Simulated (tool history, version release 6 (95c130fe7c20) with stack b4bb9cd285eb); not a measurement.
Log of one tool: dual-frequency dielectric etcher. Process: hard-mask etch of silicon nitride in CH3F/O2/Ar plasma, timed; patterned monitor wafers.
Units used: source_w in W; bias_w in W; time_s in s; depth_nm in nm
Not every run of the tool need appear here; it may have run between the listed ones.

run 1 hour=0.0 | source_w=500 bias_w=90 time_s=193.0 | depth_nm=166.57
run 2 hour=7.4 | source_w=500 bias_w=80 time_s=193.0 | depth_nm=163.16
run 3 hour=15.7 | source_w=560 bias_w=80 time_s=193.0 | depth_nm=171.16
run 4 hour=16.8 | source_w=560 bias_w=80 time_s=201.0 | depth_nm=179.04
run 5 hour=17.4 | source_w=500 bias_w=72 time_s=198.5 | depth_nm=164.93
run 6 hour=20.5 | source_w=450 bias_w=72 time_s=198.5 | depth_nm=154.93

Run 7 has not been measured yet. What should we expect?
run 7 hour=21.7 | source_w=420 bias_w=70 time_s=198.0 | depth_nm=?

Run 7 gave depth_nm 150.31 nm.

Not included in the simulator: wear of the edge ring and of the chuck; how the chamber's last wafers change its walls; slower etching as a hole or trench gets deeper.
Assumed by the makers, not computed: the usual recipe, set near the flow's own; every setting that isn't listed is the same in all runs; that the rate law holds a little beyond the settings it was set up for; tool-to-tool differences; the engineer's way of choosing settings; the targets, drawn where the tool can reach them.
